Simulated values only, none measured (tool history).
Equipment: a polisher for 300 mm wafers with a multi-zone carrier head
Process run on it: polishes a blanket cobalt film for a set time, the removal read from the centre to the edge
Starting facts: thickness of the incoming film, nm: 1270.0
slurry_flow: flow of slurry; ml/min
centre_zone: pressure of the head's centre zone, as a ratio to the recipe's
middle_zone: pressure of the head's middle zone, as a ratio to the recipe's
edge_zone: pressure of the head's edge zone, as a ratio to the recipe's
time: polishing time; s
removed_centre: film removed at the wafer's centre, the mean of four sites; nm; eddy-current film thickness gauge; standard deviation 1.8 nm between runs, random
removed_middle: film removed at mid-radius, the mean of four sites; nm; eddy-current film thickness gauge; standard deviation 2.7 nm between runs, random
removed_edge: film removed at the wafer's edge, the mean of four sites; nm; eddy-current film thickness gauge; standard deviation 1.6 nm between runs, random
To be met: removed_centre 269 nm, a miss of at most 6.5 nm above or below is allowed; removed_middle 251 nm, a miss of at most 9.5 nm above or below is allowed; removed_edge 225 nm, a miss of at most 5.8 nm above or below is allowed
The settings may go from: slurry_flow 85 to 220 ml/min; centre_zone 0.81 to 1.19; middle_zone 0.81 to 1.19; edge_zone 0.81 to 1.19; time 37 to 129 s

Run 1, hour 0: slurry_flow 140 ml/min, centre_zone 1, middle_zone 1, edge_zone 1, time 83 s. Result: removed_centre 250.9 nm, removed_middle 258.18 nm, removed_edge 256.1 nm.
Run 2, hour 1.1: slurry_flow 165 ml/min, centre_zone 1, middle_zone 1, edge_zone 1, time 83 s. Result: removed_centre 260.37 nm, removed_middle 267.02 nm, removed_edge 263.48 nm.
Run 3, hour 4.4: slurry_flow 165 ml/min, centre_zone 1, middle_zone 1, edge_zone 0.93, time 83 s. Result: removed_centre 259.23 nm, removed_middle 269.21 nm, removed_edge 256.46 nm.
Run 4, hour 8: slurry_flow 165 ml/min, centre_zone 1, middle_zone 1, edge_zone 0.87, time 83 s. Result: removed_centre 260.21 nm, removed_middle 270.73 nm, removed_edge 248.64 nm.
Run 5, hour 12: slurry_flow 160 ml/min, centre_zone 1.03, middle_zone 1, edge_zone 0.85, time 82 s. Result: removed_centre 261.95 nm, removed_middle 261 nm, removed_edge 240.8 nm.
Run 6, hour 17.8: slurry_flow 160 ml/min, centre_zone 1.03, middle_zone 1, edge_zone 0.85, time 102 s. Result: removed_centre 329.51 nm, removed_middle 321.24 nm, removed_edge 302.07 nm.
Run 7, hour 20.1: slurry_flow 150 ml/min, centre_zone 1.05, middle_zone 1.01, edge_zone 0.84, time 97 s. Result: removed_centre 311.18 nm, removed_middle 308.11 nm, removed_edge 284.01 nm.
Run 8, hour 27.2: slurry_flow 150 ml/min, centre_zone 1.07, middle_zone 1.01, edge_zone 0.83, time 92 s. Result: removed_centre 303.1 nm, removed_middle 296.76 nm, removed_edge 267.35 nm.

Pick the move, out of 5, that brings all results within their allowed miss; only one does.
Run A, hour 34.3: slurry_flow 155 ml/min, centre_zone 1.06, middle_zone 0.81, edge_zone 0.9, time 102 s. Result: removed_centre ?, removed_middle ?, removed_edge ?.
Run B, hour 34.3: slurry_flow 175 ml/min, centre_zone 1.02, middle_zone 0.9, edge_zone 0.86, time 82 s. Result: removed_centre ?, removed_middle ?, removed_edge ?.
Run C, hour 34.3: slurry_flow 155 ml/min, centre_zone 1.1, middle_zone 1, edge_zone 0.81, time 79 s. Result: removed_centre ?, removed_middle ?, removed_edge ?.
Run D, hour 34.3: slurry_flow 160 ml/min, centre_zone 1.07, middle_zone 0.92, edge_zone 0.88, time 110 s. Result: removed_centre ?, removed_middle ?, removed_edge ?.
Run E, hour 34.3: slurry_flow 165 ml/min, centre_zone 1.1, middle_zone 0.81, edge_zone 0.91, time 100 s. Result: removed_centre ?, removed_middle ?, removed_edge ?.

move  removed_centre  removed_middle  removed_edge
   A          334.08          269.33        307.09
   B          264.13          240.71         244.9
   C          268.94          248.43        226.32
   D           366.1          324.23        328.54
   E          343.84          266.65        304.81
A: the biggest miss grows against the last run
B: moves toward the targets from the last run without getting all of them in spec
C: every result lands within tolerance
D: the biggest miss grows against the last run
E: the biggest miss grows against the last run
So the answer is move C, the one that meets all the targets.
